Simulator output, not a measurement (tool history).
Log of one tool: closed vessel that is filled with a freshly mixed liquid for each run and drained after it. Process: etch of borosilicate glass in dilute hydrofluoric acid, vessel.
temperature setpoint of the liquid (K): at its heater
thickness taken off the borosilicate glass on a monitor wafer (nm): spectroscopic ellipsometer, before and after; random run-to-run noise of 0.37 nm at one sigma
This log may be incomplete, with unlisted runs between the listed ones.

run	day	temperature setpoint of the liquid (K)	parts of water to one part of 49 % hydrofluoric acid (parts by volume)	time in the liquid (s)	thickness taken off the borosilicate glass on a monitor wafer (nm)
1	0	296.15	240	335	25.784
2	0.254	298.65	200	335	35.006
3	0.45	298.65	255	335	25.796
4	0.558	298.65	175	335	41.03
5	0.675	298.65	175	335	41.188
6	0.908	298.65	230	335	29.542
7	1.083	300.15	200	335	36.984
8	1.371	301.15	175	335	45.314

Run 9 has not been measured yet. What should we expect?
# day 1.525: thermometer replaced
9	1.525	304.15	130	335	?

thickness taken off the borosilicate glass on a monitor wafer (nm): 77.692

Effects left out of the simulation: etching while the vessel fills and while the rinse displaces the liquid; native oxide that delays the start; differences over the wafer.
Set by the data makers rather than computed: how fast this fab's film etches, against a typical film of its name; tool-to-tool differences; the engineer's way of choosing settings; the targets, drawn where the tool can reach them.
